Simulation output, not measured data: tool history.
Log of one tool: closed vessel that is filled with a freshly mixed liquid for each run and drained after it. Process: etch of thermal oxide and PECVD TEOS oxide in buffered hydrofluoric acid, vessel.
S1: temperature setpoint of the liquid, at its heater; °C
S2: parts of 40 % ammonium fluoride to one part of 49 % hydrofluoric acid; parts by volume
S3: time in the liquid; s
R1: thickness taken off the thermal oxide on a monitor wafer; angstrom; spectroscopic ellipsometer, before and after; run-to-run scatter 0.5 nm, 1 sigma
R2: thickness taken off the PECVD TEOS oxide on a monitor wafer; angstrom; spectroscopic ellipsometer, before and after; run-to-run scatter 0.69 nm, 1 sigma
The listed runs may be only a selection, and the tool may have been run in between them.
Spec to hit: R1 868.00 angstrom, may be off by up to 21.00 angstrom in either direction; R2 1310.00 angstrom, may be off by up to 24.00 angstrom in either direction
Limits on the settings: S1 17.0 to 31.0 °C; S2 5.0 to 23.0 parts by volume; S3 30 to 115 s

run	hour	S1	S2	S3	R1	R2
1	0.0	23.0	14.0	60	483.05	735.03
2	4.8	25.0	13.5	60	557.90	840.07
3	7.9	25.0	13.5	45	417.50	638.41
4	16.7	26.5	12.0	45	511.13	771.36
5	21.5	23.0	12.0	45	422.32	642.87
6	24.3	20.5	12.0	45	365.15	555.45
7	32.2	23.0	11.0	45	459.22	701.84
8	38.7	25.0	10.5	45	530.19	814.42
9	41.5	26.5	10.0	45	605.87	919.94
10	43.5	27.5	9.5	45	654.88	999.40
11	49.9	28.5	9.0	45	721.47	1087.80
12	52.3	31.0	8.0	45	939.93	1421.00
13	54.8	30.5	8.0	45	905.09	1389.80
14	61.3	30.0	8.0	45	881.64	1339.00

Exercise: of the 5 proposed moves below, exactly one satisfies all targets within the stated allowed misses. Which move is it?
A	67.8	29.0	12.5	70	?	?
B	67.8	28.0	5.0	30	?	?
C	67.8	28.0	11.5	65	?	?
D	67.8	31.0	6.0	30	?	?
E	67.8	31.0	10.5	50	?	?

move	R1	R2
A	869.98	1311.40
B	821.34	1238.10
C	831.10	1252.80
D	824.18	1242.40
E	817.99	1233.00
A: every result within its allowed miss
B: carries the result that was furthest off beyond its target, to the other side
C: carries the result that was furthest off beyond its target, to the other side
D: carries the result that was furthest off beyond its target, to the other side
E: carries the result that was furthest off beyond its target, to the other side
Move A is the one to make.
